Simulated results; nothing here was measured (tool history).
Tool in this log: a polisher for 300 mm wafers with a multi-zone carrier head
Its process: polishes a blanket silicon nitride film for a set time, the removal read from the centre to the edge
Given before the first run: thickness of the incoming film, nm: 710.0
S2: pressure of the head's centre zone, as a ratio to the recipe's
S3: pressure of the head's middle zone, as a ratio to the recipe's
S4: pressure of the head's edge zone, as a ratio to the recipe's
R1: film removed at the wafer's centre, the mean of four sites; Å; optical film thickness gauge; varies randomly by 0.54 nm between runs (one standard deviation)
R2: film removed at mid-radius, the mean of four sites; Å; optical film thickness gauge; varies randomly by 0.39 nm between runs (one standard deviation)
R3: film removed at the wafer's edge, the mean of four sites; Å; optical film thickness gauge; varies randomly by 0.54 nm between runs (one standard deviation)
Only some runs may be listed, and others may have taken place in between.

Run 1, day 0.000: flow of slurry (ml/min) 290, S2 1.00, S3 1.00, S4 1.00, polishing time (s) 42. Result: R1 881.32 Å, R2 901.92 Å, R3 898.50 Å.
Run 2, day 0.096: flow of slurry (ml/min) 280, S2 1.00, S3 0.95, S4 0.96, polishing time (s) 39. Result: R1 819.59 Å, R2 806.01 Å, R3 822.05 Å.
Run 3, day 0.338: flow of slurry (ml/min) 275, S2 1.00, S3 0.91, S4 0.93, polishing time (s) 37. Result: R1 783.62 Å, R2 738.93 Å, R3 764.56 Å.
Run 4, day 0.521: flow of slurry (ml/min) 275, S2 1.00, S3 0.99, S4 0.93, polishing time (s) 37. Result: R1 787.98 Å, R2 779.75 Å, R3 766.43 Å.
Run 5, day 0.608: flow of slurry (ml/min) 230, S2 1.00, S3 0.99, S4 0.93, polishing time (s) 37. Result: R1 762.21 Å, R2 777.25 Å, R3 759.80 Å.
Run 6, day 0.871: flow of slurry (ml/min) 235, S2 1.00, S3 0.94, S4 0.91, polishing time (s) 36. Result: R1 749.12 Å, R2 723.81 Å, R3 725.71 Å.
Run 7, day 0.921: flow of slurry (ml/min) 205, S2 0.94, S3 0.84, S4 0.84, polishing time (s) 34. Result: R1 644.19 Å, R2 627.10 Å, R3 665.95 Å.

Run 8 comes next. What will it give?
Run 8, day 1.067: flow of slurry (ml/min) 210, S2 0.95, S3 0.83, S4 0.84, polishing time (s) 34. Result: R1 ?, R2 ?, R3 ?.

R1: 668.84 Å
R2: 631.09 Å
R3: 663.27 Å
